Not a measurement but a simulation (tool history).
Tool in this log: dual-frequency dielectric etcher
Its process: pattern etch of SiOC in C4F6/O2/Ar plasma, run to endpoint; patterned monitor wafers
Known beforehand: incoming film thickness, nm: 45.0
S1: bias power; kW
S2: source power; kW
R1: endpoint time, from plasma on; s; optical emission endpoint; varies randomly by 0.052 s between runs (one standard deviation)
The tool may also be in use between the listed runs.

| run | hour | S1 | S2 | R1 |
|---|---|---|---|---|
| 1 | 0 | 0.578 | 0.43 | 13.232 |
| 2 | 4.8 | 0.622 | 0.43 | 13.032 |
| 3 | 10.8 | 0.622 | 0.37 | 14.05 |
| 4 | 17.7 | 0.663 | 0.41 | 12.916 |
| 5 | 25.1 | 0.754 | 0.41 | 12.482 |
| 6 | 26.3 | 0.808 | 0.41 | 12.276 |

For run 7, what comes out?
| 7 | 33.8 | 0.808 | 0.44 | ? |

{"run 7": {"R1": 11.705}}

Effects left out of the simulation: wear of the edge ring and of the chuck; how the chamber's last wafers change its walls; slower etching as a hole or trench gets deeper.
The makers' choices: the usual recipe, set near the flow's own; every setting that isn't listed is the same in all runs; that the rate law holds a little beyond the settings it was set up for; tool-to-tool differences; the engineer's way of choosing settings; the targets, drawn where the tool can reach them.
